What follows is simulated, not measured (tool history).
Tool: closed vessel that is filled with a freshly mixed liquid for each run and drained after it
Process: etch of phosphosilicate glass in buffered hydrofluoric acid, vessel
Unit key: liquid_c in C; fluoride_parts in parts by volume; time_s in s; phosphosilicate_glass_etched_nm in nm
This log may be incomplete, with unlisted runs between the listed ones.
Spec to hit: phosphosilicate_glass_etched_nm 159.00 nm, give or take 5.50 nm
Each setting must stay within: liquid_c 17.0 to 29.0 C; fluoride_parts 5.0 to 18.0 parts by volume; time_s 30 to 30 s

| run | hour | liquid_c | fluoride_parts | time_s | phosphosilicate_glass_etched_nm |
|---|---|---|---|---|---|
| 1 | 0.0 | 21.0 | 11.0 | 30 | 142.77 |
| 2 | 6.5 | 21.0 | 13.0 | 30 | 120.19 |
| 3 | 14.2 | 21.5 | 13.0 | 30 | 125.80 |
| 4 | 14.8 | 21.5 | 13.0 | 30 | 125.90 |
| 5 | 21.1 | 21.5 | 15.5 | 30 | 105.37 |
| 6 | 26.2 | 22.5 | 15.5 | 30 | 112.37 |
| 7 | 32.7 | 23.0 | 15.5 | 30 | 115.58 |
| 8 | 41.3 | 23.5 | 15.5 | 30 | 119.38 |
| 9 | 47.0 | 24.0 | 15.5 | 30 | 120.93 |
| 10 | 52.8 | 24.5 | 15.5 | 30 | 121.61 |
| 11 | 59.3 | 25.0 | 15.5 | 30 | 126.97 |
| 12 | 67.9 | 25.5 | 15.5 | 30 | 132.00 |
| 13 | 72.7 | 25.5 | 15.5 | 30 | 129.85 |
| 14 | 75.3 | 26.0 | 15.5 | 30 | 134.77 |
| 15 | 77.3 | 26.5 | 15.5 | 30 | 136.64 |

4 next moves are on the table. One of them brings every result within its allowed miss. Which?
| A | 79.3 | 29.0 | 15.5 | 30 | ? |
| B | 79.3 | 25.5 | 16.0 | 30 | ? |
| C | 79.3 | 29.0 | 14.0 | 30 | ? |
| D | 79.3 | 27.5 | 15.5 | 30 | ? |

| move | phosphosilicate_glass_etched_nm |
|---|---|
| A | 159.57 |
| B | 128.61 |
| C | 176.30 |
| D | 147.51 |
A: each result inside its tolerance
B: its largest miss is bigger than the last run's
C: takes the result that was furthest off past its target
D: moves toward the targets from the last run without getting all of them in spec
The move that meets every target is A.

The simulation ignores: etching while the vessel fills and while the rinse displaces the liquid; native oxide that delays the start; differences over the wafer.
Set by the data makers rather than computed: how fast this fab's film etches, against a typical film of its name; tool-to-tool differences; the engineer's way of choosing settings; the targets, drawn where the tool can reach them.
